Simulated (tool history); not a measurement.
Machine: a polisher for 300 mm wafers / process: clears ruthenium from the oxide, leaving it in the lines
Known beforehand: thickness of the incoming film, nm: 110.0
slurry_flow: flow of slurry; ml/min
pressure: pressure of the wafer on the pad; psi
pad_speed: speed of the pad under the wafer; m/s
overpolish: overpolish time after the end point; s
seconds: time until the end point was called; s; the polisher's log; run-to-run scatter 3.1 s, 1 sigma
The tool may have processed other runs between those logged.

| run | hour | slurry_flow | pressure | pad_speed | overpolish | seconds |
|---|---|---|---|---|---|---|
| 1 | 0.0 | 250 | 2.5 | 1.02 | 25 | 71.317 |
| 2 | 3.6 | 245 | 2.2 | 0.92 | 25 | 90.454 |
| 3 | 10.0 | 245 | 1.9 | 0.86 | 25 | 109.640 |
| 4 | 17.3 | 205 | 1.9 | 0.86 | 25 | 114.800 |
| 5 | 24.2 | 200 | 1.7 | 0.84 | 25 | 123.860 |
| 6 | 27.4 | 160 | 1.7 | 0.84 | 25 | 127.300 |
| 7 | 32.3 | 160 | 1.6 | 0.82 | 25 | 139.070 |

Estimate the outcome of run 8 from the log above:
| 8 | 37.5 | 160 | 1.1 | 0.78 | 25 | ? |

seconds: 202.640 s
